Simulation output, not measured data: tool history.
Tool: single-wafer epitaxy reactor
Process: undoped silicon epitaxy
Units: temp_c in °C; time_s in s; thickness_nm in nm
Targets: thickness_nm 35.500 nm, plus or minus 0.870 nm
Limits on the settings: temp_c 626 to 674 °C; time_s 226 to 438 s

run 1 day=0.000 | temp_c=650 time_s=332 | thickness_nm=61.241
run 2 day=0.046 | temp_c=658 time_s=332 | thickness_nm=73.713
run 3 day=0.379 | temp_c=658 time_s=304 | thickness_nm=67.094
run 4 day=0.558 | temp_c=663 time_s=304 | thickness_nm=74.660
run 5 day=0.925 | temp_c=671 time_s=304 | thickness_nm=90.220
run 6 day=1.267 | temp_c=664 time_s=303 | thickness_nm=76.448
run 7 day=1.604 | temp_c=658 time_s=302 | thickness_nm=66.418
run 8 day=1.979 | temp_c=653 time_s=301 | thickness_nm=59.200
run 9 day=2.112 | temp_c=641 time_s=296 | thickness_nm=43.973
run 10 day=2.338 | temp_c=639 time_s=296 | thickness_nm=41.677
run 11 day=2.433 | temp_c=638 time_s=296 | thickness_nm=40.644
run 12 day=2.771 | temp_c=631 time_s=295 | thickness_nm=34.074

Exercise: of the 4 proposed moves below, exactly one satisfies all targets within the stated allowed misses. Which move is it?
run A day=3.108 | temp_c=635 time_s=260 | thickness_nm=?
run B day=3.108 | temp_c=629 time_s=301 | thickness_nm=?
run C day=3.108 | temp_c=632 time_s=301 | thickness_nm=?
run D day=3.108 | temp_c=632 time_s=279 | thickness_nm=?

move=A thickness_nm=33.231
move=B thickness_nm=33.213
move=C thickness_nm=35.755
move=D thickness_nm=33.142
A: further off than the last run
B: further off than the last run
C: hits every target within its allowed miss
D: further off than the last run
The right move is C.
